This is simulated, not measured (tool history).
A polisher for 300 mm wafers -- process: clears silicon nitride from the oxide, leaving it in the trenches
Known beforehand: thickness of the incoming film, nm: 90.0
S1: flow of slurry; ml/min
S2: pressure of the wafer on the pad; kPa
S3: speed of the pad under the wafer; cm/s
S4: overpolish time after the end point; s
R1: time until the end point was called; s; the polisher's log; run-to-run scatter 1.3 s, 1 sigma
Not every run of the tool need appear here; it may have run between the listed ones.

Run 1, hour 0: S1 295 ml/min, S2 14.5 kPa, S3 106 cm/s, S4 3 s. Result: R1 111.64 s.
Run 2, hour 2.3: S1 295 ml/min, S2 14.5 kPa, S3 120 cm/s, S4 3 s. Result: R1 104.68 s.
Run 3, hour 9.7: S1 295 ml/min, S2 14.5 kPa, S3 146 cm/s, S4 3 s. Result: R1 90.723 s.
Run 4, hour 11.3: S1 295 ml/min, S2 14.5 kPa, S3 146 cm/s, S4 3 s. Result: R1 91.512 s.
Run 5, hour 17.9: S1 235 ml/min, S2 14.5 kPa, S3 146 cm/s, S4 3 s. Result: R1 93.6 s.
Run 6, hour 19.6: S1 230 ml/min, S2 13.1 kPa, S3 146 cm/s, S4 3 s. Result: R1 102.03 s.
Run 7, hour 22.7: S1 230 ml/min, S2 11.7 kPa, S3 146 cm/s, S4 3 s. Result: R1 115.22 s.

Forecast run 8:
Run 8, hour 27.6: S1 230 ml/min, S2 11 kPa, S3 146 cm/s, S4 3 s. Result: R1 ?.

{"run 8": {"R1": 122.27}}
